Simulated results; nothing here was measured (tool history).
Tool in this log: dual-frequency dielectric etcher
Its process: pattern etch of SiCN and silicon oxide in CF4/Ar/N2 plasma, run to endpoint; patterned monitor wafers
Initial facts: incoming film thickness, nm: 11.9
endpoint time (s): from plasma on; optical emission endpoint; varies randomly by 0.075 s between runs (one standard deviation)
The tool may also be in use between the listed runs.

| run | hour | source power (kW) | bias power (kW) | Ar flow (sccm) | CF4 flow (sccm) | endpoint time (s) |
|---|---|---|---|---|---|---|
| 1 | 0 | 0.56 | 0.072 | 103 | 82 | 9.6235 |
| 2 | 4.9 | 0.52 | 0.072 | 103 | 82 | 10.32 |
| 3 | 10.9 | 0.47 | 0.071 | 103 | 82 | 11.543 |
| 4 | 15.8 | 0.47 | 0.071 | 113 | 82 | 11.722 |
| 5 | 22.1 | 0.45 | 0.071 | 113 | 82 | 12.285 |
| 6 | 28.9 | 0.45 | 0.071 | 132 | 82 | 12.61 |

Forecast run 7:
| 7 | 32 | 0.44 | 0.071 | 132 | 82 | ? |

endpoint time (s): 12.935

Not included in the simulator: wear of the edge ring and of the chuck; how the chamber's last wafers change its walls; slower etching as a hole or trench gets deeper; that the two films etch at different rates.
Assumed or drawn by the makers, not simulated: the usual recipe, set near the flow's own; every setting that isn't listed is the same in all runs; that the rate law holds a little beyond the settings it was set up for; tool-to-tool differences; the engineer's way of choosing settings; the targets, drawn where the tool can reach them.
